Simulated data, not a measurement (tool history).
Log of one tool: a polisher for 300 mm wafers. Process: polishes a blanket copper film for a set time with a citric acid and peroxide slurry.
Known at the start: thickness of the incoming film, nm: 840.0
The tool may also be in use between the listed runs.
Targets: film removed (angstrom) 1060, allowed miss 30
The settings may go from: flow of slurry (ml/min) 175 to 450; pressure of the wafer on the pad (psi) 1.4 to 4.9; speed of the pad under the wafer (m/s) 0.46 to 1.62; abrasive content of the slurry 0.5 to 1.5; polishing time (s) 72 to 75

run,hour,flow of slurry (ml/min),pressure of the wafer on the pad (psi),speed of the pad under the wafer (m/s),abrasive content of the slurry,polishing time (s),film removed (angstrom)
1,0,290,3.1,1.04,1,72,1420.9
2,4,290,3.5,1.04,1,72,1590.3
3,11,290,3.8,1.04,1,72,1749.4
4,14,240,3.8,1.04,1,72,1733
5,18.7,240,3.4,1.04,1,72,1535
6,25.9,240,3.1,1.04,1,72,1415.8
7,34,240,2.9,1.04,1,72,1333.6
8,35.5,240,2.7,1.04,1,72,1253.1
9,40.8,235,2.1,1.04,1,72,987.5
10,49.4,235,2.2,1.04,1,72,1020.5
# hour 51.8: slurry blender recalibrated
11,51.8,235,2.3,1.04,1,72,1112.1

4 next moves are on the table. One of them brings every result within its allowed miss. Which?
A,54.2,220,2,1.22,1.05,72,?
B,54.2,175,2.2,1.12,0.9,75,?
C,54.2,340,2.3,1.1,0.9,72,?
D,54.2,240,2,1.12,1.05,73,?

move,film removed (angstrom)
A,1122.3
B,1123.1
C,1158.8
D,1069.5
A: further off than the last run
B: further off than the last run
C: further off than the last run
D: meets every target
Move D is the one to make.
